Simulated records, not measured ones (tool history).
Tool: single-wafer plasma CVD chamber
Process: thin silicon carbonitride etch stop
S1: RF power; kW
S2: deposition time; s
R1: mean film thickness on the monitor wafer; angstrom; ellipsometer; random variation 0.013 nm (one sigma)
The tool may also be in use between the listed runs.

| run | hour | S1 | S2 | R1 |
|---|---|---|---|---|
| 1 | 0.0 | 0.190 | 11.4 | 64.119 |
| 2 | 1.0 | 0.210 | 11.4 | 65.859 |
| 3 | 8.4 | 0.235 | 11.4 | 67.971 |
| 4 | 9.1 | 0.235 | 10.3 | 61.482 |
| 5 | 11.6 | 0.225 | 10.2 | 60.329 |
| 6 | 17.3 | 0.215 | 10.1 | 58.807 |

Forecast run 7:
| 7 | 21.9 | 0.210 | 10.0 | ? |

{"run 7": {"R1": 57.721}}

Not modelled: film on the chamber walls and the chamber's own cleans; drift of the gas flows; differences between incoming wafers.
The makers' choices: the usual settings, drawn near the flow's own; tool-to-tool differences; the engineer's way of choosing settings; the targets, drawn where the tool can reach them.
